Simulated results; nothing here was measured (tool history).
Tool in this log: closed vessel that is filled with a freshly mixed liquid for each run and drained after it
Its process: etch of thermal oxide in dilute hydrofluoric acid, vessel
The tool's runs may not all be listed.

run  hour  temperature setpoint of the liquid (C)  parts of water to one part of 49 % hydrofluoric acid (parts by volume)  time in the liquid (s)  thickness taken off the thermal oxide on a monitor wafer (angstrom)
  1   0.0                                    24.0                                                                     115                     310                                                               115.54
  2   2.7                                    27.5                                                                     115                     310                                                               132.30
  3   5.9                                    28.0                                                                     110                     310                                                               142.55
  4   8.0                                    28.0                                                                     110                     330                                                               150.38
  5  11.2                                    28.0                                                                     110                     330                                                               150.56
  6  16.8                                    28.0                                                                     135                     330                                                               118.25
  7  21.3                                    28.5                                                                     125                     330                                                               132.84
  8  23.5                                    29.0                                                                     115                     330                                                               148.83

Run 9, settings as shown, results not yet in. Your forecast:
  9  28.3                                    29.5                                                                     110                     330                                                                    ?

{"run 9": {"thickness taken off the thermal oxide on a monitor wafer (angstrom)": 160.22}}
